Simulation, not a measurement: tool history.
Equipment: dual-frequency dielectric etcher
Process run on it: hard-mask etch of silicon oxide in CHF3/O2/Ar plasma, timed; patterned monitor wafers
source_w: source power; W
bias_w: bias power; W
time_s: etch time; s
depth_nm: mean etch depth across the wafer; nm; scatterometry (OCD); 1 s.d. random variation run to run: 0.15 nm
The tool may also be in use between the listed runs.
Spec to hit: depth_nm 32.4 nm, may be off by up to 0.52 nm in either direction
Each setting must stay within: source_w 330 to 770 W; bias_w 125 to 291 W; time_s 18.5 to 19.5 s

run    day  source_w  bias_w  time_s  depth_nm
  1      0       550     208    18.5    40.251
  2  0.304       550     208    19.5    42.198
  3  0.388       510     193    19.5    39.203
  4    0.6       470     191    19.5     37.83
  5  0.875       470     191    19.5    37.767
     0.996  -- wet clean of the chamber
  6  0.996       470     191    19.5    39.551
  7  1.083       450     176    19.5    37.299
  8   1.15       450     176    19.5    37.601
  9  1.196       430     168    19.5    35.677

Next run, 4 choices. One meets every target within its allowed miss, the rest don't. Which?
  A  1.242       390     160    18.5         ?
  B  1.242       460     166    18.5         ?
  C  1.242       440     166    18.5         ?
  D  1.242       400     164    18.5         ?

move  depth_nm
   A    31.733
   B    34.849
   C    34.181
   D    32.552
A: the result that was furthest off in the last run now lies on the other side of its target
B: gains on the last run, yet a result remains outside its allowed miss
C: gains on the last run, yet a result remains outside its allowed miss
D: every result lands within tolerance
Move D is the one to make.

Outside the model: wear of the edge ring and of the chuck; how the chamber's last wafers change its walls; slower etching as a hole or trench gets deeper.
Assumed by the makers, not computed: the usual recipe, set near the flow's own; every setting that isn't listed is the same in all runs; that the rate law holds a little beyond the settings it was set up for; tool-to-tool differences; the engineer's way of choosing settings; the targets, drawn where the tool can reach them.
